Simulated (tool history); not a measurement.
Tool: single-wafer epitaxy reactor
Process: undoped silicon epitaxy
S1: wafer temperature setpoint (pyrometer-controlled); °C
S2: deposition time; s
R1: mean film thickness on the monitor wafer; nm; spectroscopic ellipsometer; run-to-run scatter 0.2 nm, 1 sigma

| run | day | S1 | S2 | R1 |
|---|---|---|---|---|
| 1 | 0 | 640 | 345 | 51.236 |
| 2 | 0.325 | 638 | 345 | 49.931 |
| 3 | 0.692 | 636 | 345 | 47.713 |
| 4 | 0.825 | 636 | 368 | 51.087 |
| 5 | 1.175 | 636 | 397 | 54.691 |
| 6 | 1.471 | 631 | 397 | 50.137 |
| 7 | 1.783 | 629 | 397 | 47.967 |

The next listed run, before its measurement:
| 8 | 1.992 | 628 | 397 | ? |

{"run 8": {"R1": 46.472}}

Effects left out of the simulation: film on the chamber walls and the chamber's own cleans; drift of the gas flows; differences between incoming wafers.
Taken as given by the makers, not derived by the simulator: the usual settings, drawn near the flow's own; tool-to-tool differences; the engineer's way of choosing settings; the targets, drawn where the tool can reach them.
